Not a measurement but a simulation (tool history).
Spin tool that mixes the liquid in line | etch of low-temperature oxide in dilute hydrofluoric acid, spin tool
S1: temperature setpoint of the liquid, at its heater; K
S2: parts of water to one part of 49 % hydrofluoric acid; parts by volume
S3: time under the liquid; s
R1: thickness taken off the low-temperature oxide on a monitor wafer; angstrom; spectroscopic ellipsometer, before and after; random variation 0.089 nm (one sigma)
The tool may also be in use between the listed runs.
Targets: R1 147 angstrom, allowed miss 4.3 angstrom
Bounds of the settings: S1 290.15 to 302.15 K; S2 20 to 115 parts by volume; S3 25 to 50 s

{"run": 1, "hour": 0.0, "S1": 294.15, "S2": 65, "S3": 50, "R1": 77.31}
{"run": 2, "hour": 4.9, "S1": 294.15, "S2": 65, "S3": 50, "R1": 76.368}
{"run": 3, "hour": 12.4, "S1": 295.15, "S2": 60, "S3": 50, "R1": 87.467}
{"run": 4, "hour": 16.9, "S1": 296.15, "S2": 60, "S3": 50, "R1": 90.827}
{"run": 5, "hour": 22.0, "S1": 294.15, "S2": 60, "S3": 50, "R1": 83.966}
{"run": 6, "hour": 30.1, "S1": 295.65, "S2": 60, "S3": 50, "R1": 89.733}
{"run": 7, "hour": 37.1, "S1": 295.65, "S2": 60, "S3": 50, "R1": 88.848}
{"run": 8, "hour": 39.2, "S1": 299.65, "S2": 40, "S3": 50, "R1": 161.32}
{"run": 9, "hour": 43.6, "S1": 298.65, "S2": 40, "S3": 50, "R1": 155.39}
{"run": 10, "hour": 47.7, "S1": 298.15, "S2": 40, "S3": 50, "R1": 153.6}

Which of these 4 next moves meets every target?
{"run": "A", "hour": 51.8, "S1": 302.15, "S2": 45, "S3": 50, "R1": "?"}
{"run": "B", "hour": 51.8, "S1": 299.15, "S2": 40, "S3": 50, "R1": "?"}
{"run": "C", "hour": 51.8, "S1": 300.15, "S2": 45, "S3": 50, "R1": "?"}
{"run": "D", "hour": 51.8, "S1": 296.15, "S2": 35, "S3": 50, "R1": "?"}

move=A R1=159.85
move=B R1=160.52
move=C R1=147.55
move=D R1=163.12
A: further off than the last run
B: further off than the last run
C: meets every target
D: further off than the last run
The right move is C.

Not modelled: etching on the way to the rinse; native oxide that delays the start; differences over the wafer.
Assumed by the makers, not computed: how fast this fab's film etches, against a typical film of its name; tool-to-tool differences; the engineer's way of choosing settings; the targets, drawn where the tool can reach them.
